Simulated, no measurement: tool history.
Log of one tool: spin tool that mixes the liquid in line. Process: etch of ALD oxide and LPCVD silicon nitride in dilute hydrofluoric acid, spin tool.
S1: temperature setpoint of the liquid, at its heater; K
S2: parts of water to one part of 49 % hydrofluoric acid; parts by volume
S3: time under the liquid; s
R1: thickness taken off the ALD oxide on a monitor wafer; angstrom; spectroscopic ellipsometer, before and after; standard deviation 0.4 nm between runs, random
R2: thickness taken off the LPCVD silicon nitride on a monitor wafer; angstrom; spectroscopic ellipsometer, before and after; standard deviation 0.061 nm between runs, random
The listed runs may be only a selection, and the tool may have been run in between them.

Run 1, day 0.000: S1 296.15 K, S2 90 parts by volume, S3 180 s. Result: R1 264.61 angstrom, R2 9.8141 angstrom.
Run 2, day 0.108: S1 296.65 K, S2 80 parts by volume, S3 180 s. Result: R1 308.59 angstrom, R2 12.9110 angstrom.
Run 3, day 0.388: S1 294.15 K, S2 80 parts by volume, S3 180 s. Result: R1 274.38 angstrom, R2 10.1550 angstrom.
Run 4, day 0.675: S1 294.15 K, S2 70 parts by volume, S3 185 s. Result: R1 328.29 angstrom, R2 11.6980 angstrom.
Run 5, day 0.992: S1 294.15 K, S2 70 parts by volume, S3 230 s. Result: R1 412.97 angstrom, R2 14.1980 angstrom.
Run 6, day 1.138: S1 291.15 K, S2 70 parts by volume, S3 230 s. Result: R1 357.18 angstrom, R2 11.8690 angstrom.
Run 7, day 1.258: S1 291.15 K, S2 70 parts by volume, S3 230 s. Result: R1 358.79 angstrom, R2 11.8330 angstrom.
Run 8, day 1.458: S1 295.15 K, S2 40 parts by volume, S3 220 s. Result: R1 749.14 angstrom, R2 24.7620 angstrom.
Run 9, day 1.829: S1 294.15 K, S2 40 parts by volume, S3 220 s. Result: R1 705.56 angstrom, R2 23.5230 angstrom.
Run 10, day 2.004: S1 293.15 K, S2 40 parts by volume, S3 220 s. Result: R1 686.31 angstrom, R2 22.8650 angstrom.
Run 11, day 2.162: S1 292.65 K, S2 40 parts by volume, S3 220 s. Result: R1 662.82 angstrom, R2 22.1960 angstrom.
Run 12, day 2.333: S1 292.15 K, S2 40 parts by volume, S3 220 s. Result: R1 654.62 angstrom, R2 21.2710 angstrom.
Run 13, day 2.375: S1 290.15 K, S2 50 parts by volume, S3 220 s. Result: R1 474.77 angstrom, R2 15.0680 angstrom.
Run 14, day 2.550: S1 290.65 K, S2 50 parts by volume, S3 220 s. Result: R1 488.65 angstrom, R2 14.9800 angstrom.
Run 15, day 2.879: S1 291.15 K, S2 50 parts by volume, S3 220 s. Result: R1 494.99 angstrom, R2 16.4040 angstrom.
Run 16, day 3.112: S1 291.65 K, S2 50 parts by volume, S3 220 s. Result: R1 510.28 angstrom, R2 15.8040 angstrom.
Run 17, day 3.292: S1 292.15 K, S2 50 parts by volume, S3 220 s. Result: R1 514.42 angstrom, R2 16.7940 angstrom.

What does the tool deliver on the next run?
Run 18, day 3.371: S1 292.15 K, S2 45 parts by volume, S3 220 s. Result: R1 ?, R2 ?.

Run 18 produced R1 582.85 angstrom, R2 18.0980 angstrom.
